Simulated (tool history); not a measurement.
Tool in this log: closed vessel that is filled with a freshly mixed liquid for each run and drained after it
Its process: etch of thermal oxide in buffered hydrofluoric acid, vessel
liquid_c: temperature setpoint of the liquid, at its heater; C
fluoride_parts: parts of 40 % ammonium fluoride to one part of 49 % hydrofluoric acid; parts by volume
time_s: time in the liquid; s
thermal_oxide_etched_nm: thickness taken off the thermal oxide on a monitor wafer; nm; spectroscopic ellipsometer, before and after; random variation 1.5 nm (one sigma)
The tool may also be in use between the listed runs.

run	hour	liquid_c	fluoride_parts	time_s	thermal_oxide_etched_nm
1	0.0	23.0	8.5	95	111.10
2	6.1	23.0	7.0	95	136.46
3	13.7	19.5	7.0	95	111.28
4	17.2	21.5	7.0	95	126.64
5	25.1	21.5	7.0	95	125.12
6	26.8	21.5	7.0	95	126.04
7	31.5	23.0	7.0	95	138.02
8	36.5	24.0	7.0	95	144.17
9	40.2	24.0	7.0	95	142.25
10	43.6	25.0	7.0	95	152.36
11	50.0	26.0	7.0	95	162.45
12	51.1	26.5	7.0	95	165.40
13	54.7	27.0	7.0	95	170.77

The next listed run, before its measurement:
14	62.5	27.5	7.0	95	?

{"run 14": {"thermal_oxide_etched_nm": 174.18}}
